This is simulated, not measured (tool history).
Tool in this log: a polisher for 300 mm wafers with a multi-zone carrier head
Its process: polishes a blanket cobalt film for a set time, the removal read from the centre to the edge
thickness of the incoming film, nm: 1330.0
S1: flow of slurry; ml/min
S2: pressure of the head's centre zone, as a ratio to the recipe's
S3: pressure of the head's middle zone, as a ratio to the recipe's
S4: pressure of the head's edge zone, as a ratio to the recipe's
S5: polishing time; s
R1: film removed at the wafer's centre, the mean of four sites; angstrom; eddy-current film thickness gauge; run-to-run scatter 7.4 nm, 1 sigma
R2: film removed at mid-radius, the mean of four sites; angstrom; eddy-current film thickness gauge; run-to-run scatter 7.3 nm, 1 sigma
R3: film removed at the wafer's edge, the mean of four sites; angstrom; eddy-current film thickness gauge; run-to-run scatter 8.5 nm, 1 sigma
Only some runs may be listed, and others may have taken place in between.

run,hour,S1,S2,S3,S4,S5,R1,R2,R3
1,0,180,1,1,1,69,3784.6,3805.7,3810.5
2,8,160,1,1,1,69,3723.6,3839.1,3783.3
3,13.7,160,1,1.05,1,69,3780.5,3986.7,3750.5
4,21,180,1,1.05,1,69,3838.6,3991.5,3756.8
5,27.7,200,1,1.05,1,69,3935.4,4099.8,3892.1
6,30.5,200,1.05,1.05,1,69,4137.3,4080.9,3879.6

Run 7, settings as shown, results not yet in. Your forecast:
7,38.8,210,1.02,1.01,1.1,88,?,?,?

R1: 5284.7 angstrom
R2: 5088.1 angstrom
R3: 5109.8 angstrom

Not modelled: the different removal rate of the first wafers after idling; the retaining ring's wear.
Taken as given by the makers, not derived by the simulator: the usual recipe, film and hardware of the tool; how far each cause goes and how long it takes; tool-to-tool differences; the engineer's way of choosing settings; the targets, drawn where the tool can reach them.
